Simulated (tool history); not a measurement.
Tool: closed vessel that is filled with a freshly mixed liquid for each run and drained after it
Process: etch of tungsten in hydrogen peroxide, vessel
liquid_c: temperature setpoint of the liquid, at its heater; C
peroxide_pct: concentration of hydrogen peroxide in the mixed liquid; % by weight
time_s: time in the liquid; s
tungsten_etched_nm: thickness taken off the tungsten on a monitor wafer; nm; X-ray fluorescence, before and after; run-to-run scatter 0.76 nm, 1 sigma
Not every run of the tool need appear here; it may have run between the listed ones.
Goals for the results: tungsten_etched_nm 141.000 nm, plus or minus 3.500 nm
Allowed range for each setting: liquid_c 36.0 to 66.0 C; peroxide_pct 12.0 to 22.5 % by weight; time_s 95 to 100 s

run,hour,liquid_c,peroxide_pct,time_s,tungsten_etched_nm
1,0.0,52.0,15.5,95,67.939
2,2.6,54.5,15.5,95,79.401
3,6.9,56.5,15.5,95,89.083
4,15.4,56.5,13.5,95,82.518
5,18.9,56.5,12.0,95,78.849
6,20.5,56.5,14.5,95,86.737
7,26.5,58.5,14.5,95,98.037
8,28.5,65.5,14.5,95,145.670

Which of these 5 next moves meets every target?
A,30.5,65.5,13.5,100,?
B,30.5,63.0,16.0,100,?
C,30.5,65.5,14.0,100,?
D,30.5,65.0,15.5,100,?
E,30.5,66.0,13.0,100,?

move,tungsten_etched_nm
A,148.890
B,140.660
C,151.630
D,155.110
E,150.280
A: the biggest miss grows against the last run
B: hits every target within its allowed miss
C: the biggest miss grows against the last run
D: the biggest miss grows against the last run
E: the biggest miss grows against the last run
B is the move that brings every result within its allowed miss.
